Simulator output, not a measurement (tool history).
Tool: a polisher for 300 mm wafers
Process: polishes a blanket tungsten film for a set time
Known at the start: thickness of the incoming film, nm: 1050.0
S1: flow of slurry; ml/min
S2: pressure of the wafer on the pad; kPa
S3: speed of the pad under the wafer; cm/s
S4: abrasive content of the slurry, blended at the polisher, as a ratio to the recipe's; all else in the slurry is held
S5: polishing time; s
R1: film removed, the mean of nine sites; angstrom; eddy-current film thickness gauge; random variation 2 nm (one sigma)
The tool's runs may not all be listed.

run,hour,S1,S2,S3,S4,S5,R1
1,0,310,25.5,84,1,84,3629.4
2,5.9,310,25.5,84,1.2,84,3771.9
3,9.9,310,22.8,84,1.2,84,3410.4
4,11.7,310,20.7,84,1.2,84,3090.6
5,13.9,310,20.7,84,1.35,84,3182.1
# hour 16.4: worn pad replaced by a new one
6,16.4,310,20.7,84,1.45,84,3482.9

Forecast run 7:
7,22.7,310,18.6,84,1.45,84,?

Run 7 gave R1 3144 angstrom.
